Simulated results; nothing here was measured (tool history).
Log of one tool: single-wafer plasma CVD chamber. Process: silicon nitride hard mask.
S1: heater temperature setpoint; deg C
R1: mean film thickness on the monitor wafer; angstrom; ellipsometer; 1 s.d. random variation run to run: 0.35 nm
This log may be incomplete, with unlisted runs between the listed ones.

Run 1, hour 0.0: S1 395 deg C, chamber pressure (Pa) 188, RF power (W) 305, deposition time (s) 63.6. Result: R1 782.03 angstrom.
Run 2, hour 7.9: S1 395 deg C, chamber pressure (Pa) 208, RF power (W) 305, deposition time (s) 63.6. Result: R1 804.24 angstrom.
Run 3, hour 9.1: S1 395 deg C, chamber pressure (Pa) 208, RF power (W) 305, deposition time (s) 63.6. Result: R1 804.51 angstrom.
Run 4, hour 14.9: S1 395 deg C, chamber pressure (Pa) 208, RF power (W) 270, deposition time (s) 63.6. Result: R1 737.99 angstrom.
Run 5, hour 18.3: S1 395 deg C, chamber pressure (Pa) 196, RF power (W) 265, deposition time (s) 63.6. Result: R1 716.46 angstrom.
Run 6, hour 22.5: S1 395 deg C, chamber pressure (Pa) 185, RF power (W) 260, deposition time (s) 63.6. Result: R1 699.59 angstrom.
Run 7, hour 26.2: S1 395 deg C, chamber pressure (Pa) 177, RF power (W) 255, deposition time (s) 63.6. Result: R1 679.56 angstrom.
Run 8, hour 34.0: S1 395 deg C, chamber pressure (Pa) 171, RF power (W) 255, deposition time (s) 63.6. Result: R1 667.50 angstrom.
Run 9, hour 35.0: S1 395 deg C, chamber pressure (Pa) 165, RF power (W) 255, deposition time (s) 63.6. Result: R1 674.93 angstrom.

Run 10 comes next. What will it give?
Run 10, hour 43.1: S1 395 deg C, chamber pressure (Pa) 145, RF power (W) 225, deposition time (s) 63.6. Result: R1 ?.

R1: 594.34 angstrom
